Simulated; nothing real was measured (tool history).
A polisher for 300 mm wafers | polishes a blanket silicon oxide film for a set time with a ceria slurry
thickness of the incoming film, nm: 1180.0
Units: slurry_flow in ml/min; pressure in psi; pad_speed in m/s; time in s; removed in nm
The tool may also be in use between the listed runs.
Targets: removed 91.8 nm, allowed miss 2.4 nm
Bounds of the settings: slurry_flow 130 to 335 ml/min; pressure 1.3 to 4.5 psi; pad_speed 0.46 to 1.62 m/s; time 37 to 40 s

run  hour  slurry_flow  pressure  pad_speed  time  removed
  1     0          215       2.9       1.04    40   194.79
  2   4.5          215       2.9       1.04    37   180.31
  3   6.3          210       2.7       1.02    37   166.94
  4  10.1          210       2.1       1.02    37   134.65
  5  11.9          260       2.1       1.02    37   139.78
  6  17.7          255         2          1    37   129.78
  7  19.1          250       1.9       0.98    37   122.36
  8  20.7          245       1.8       0.98    37   116.37
  9  25.6          240       1.7       0.98    37   109.94
 10  26.7          230       1.7       0.98    37   109.86
     29.5  -- slurry nozzle cleaned
 11  29.5          220       1.7       0.98    37   114.28

Which of these 4 next moves meets every target?
  A  32.3          155       1.5        0.9    40        ?
  B  32.3          255       1.7       0.76    37        ?
  C  32.3          205       1.6        0.9    37        ?
  D  32.3          205       1.7       0.84    37        ?

move  removed
   A   98.797
   B   91.724
   C    99.79
   D   98.184
A: nearer than the last run, and not there yet
B: meets every target
C: nearer than the last run, and not there yet
D: nearer than the last run, and not there yet
Move B is the one to make.
